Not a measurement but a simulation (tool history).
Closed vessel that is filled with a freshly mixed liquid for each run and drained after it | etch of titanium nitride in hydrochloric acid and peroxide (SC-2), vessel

run,hour,temperature setpoint of the liquid (°C),parts of water to one part each of 37 % hydrochloric acid and 30 % peroxide (parts by volume),time in the liquid (s),thickness taken off the titanium nitride on a monitor wafer (angstrom)
1,0,58,8.5,30,27.198
2,4.4,51.5,8.5,30,17.595
3,7.3,51.5,6.5,30,21.172
4,14.5,45,6.5,30,14.11
5,18.7,42,6.5,30,11.157
# hour 25.7: chemicals flow meter replaced
6,25.7,47.5,6.5,30,16.01
7,28.6,51.5,6.5,30,20.77

The next listed run, before its measurement:
8,34.7,51.5,6.5,30,?

{"run 8": {"thickness taken off the titanium nitride on a monitor wafer (angstrom)": 20.727}}
